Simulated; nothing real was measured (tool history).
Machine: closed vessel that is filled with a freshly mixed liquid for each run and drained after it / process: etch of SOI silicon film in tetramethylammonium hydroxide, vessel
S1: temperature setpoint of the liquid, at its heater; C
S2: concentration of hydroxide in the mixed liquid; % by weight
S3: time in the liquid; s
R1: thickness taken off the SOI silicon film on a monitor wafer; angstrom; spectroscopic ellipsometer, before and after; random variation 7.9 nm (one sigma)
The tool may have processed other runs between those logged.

run 1 hour=0.0 | S1=71.0 S2=15 S3=100 | R1=6125.6
run 2 hour=9.3 | S1=73.5 S2=15 S3=100 | R1=7150.3
run 3 hour=16.6 | S1=74.5 S2=15 S3=100 | R1=7622.6
run 4 hour=22.0 | S1=75.0 S2=15 S3=100 | R1=7853.2
run 5 hour=28.6 | S1=75.5 S2=15 S3=100 | R1=8077.8
-- hour=35.9 hydroxide flow meter replaced
run 6 hour=35.9 | S1=73.0 S2=15 S3=100 | R1=7100.1
run 7 hour=41.4 | S1=74.0 S2=15 S3=100 | R1=7620.5

Run 8 has not been measured yet. What should we expect?
run 8 hour=46.6 | S1=74.5 S2=15 S3=100 | R1=?

{"run 8": {"R1": 7689.8}}

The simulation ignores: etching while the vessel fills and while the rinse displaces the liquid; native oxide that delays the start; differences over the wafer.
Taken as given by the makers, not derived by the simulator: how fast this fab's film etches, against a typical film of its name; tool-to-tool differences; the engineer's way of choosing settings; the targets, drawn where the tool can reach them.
